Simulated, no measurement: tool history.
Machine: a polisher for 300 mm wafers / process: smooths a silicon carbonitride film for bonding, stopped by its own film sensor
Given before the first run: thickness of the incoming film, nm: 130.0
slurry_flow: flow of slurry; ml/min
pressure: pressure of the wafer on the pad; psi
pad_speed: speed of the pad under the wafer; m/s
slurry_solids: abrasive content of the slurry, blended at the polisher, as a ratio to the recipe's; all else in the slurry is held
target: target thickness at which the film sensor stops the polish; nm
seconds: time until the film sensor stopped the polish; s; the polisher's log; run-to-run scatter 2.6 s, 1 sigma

Run 1, hour 0: slurry_flow 150 ml/min, pressure 2.6 psi, pad_speed 0.92 m/s, slurry_solids 1, target 98 nm. Result: seconds 89.199 s.
Run 2, hour 5.1: slurry_flow 165 ml/min, pressure 2.6 psi, pad_speed 0.92 m/s, slurry_solids 1, target 98 nm. Result: seconds 88.243 s.
Run 3, hour 9.7: slurry_flow 165 ml/min, pressure 2.3 psi, pad_speed 0.88 m/s, slurry_solids 1, target 98 nm. Result: seconds 99.604 s.
Run 4, hour 11: slurry_flow 165 ml/min, pressure 2.3 psi, pad_speed 1 m/s, slurry_solids 1, target 98 nm. Result: seconds 89.209 s.
Run 5, hour 14.7: slurry_flow 165 ml/min, pressure 2.3 psi, pad_speed 1 m/s, slurry_solids 0.9, target 98 nm. Result: seconds 93.605 s.
Run 6, hour 20.9: slurry_flow 165 ml/min, pressure 2.3 psi, pad_speed 1 m/s, slurry_solids 0.9, target 96 nm. Result: seconds 102.29 s.
Run 7, hour 29: slurry_flow 165 ml/min, pressure 2.1 psi, pad_speed 0.96 m/s, slurry_solids 0.9, target 96 nm. Result: seconds 115.47 s.
Run 8, hour 35.8: slurry_flow 165 ml/min, pressure 1.9 psi, pad_speed 0.94 m/s, slurry_solids 0.9, target 96 nm. Result: seconds 124.09 s.
Run 9, hour 40.2: slurry_flow 165 ml/min, pressure 1.8 psi, pad_speed 0.92 m/s, slurry_solids 0.9, target 96 nm. Result: seconds 130.4 s.

For run 10, what comes out?
Run 10, hour 48.8: slurry_flow 165 ml/min, pressure 1.7 psi, pad_speed 0.9 m/s, slurry_solids 0.9, target 96 nm. Result: seconds ?.

seconds: 140.72 s

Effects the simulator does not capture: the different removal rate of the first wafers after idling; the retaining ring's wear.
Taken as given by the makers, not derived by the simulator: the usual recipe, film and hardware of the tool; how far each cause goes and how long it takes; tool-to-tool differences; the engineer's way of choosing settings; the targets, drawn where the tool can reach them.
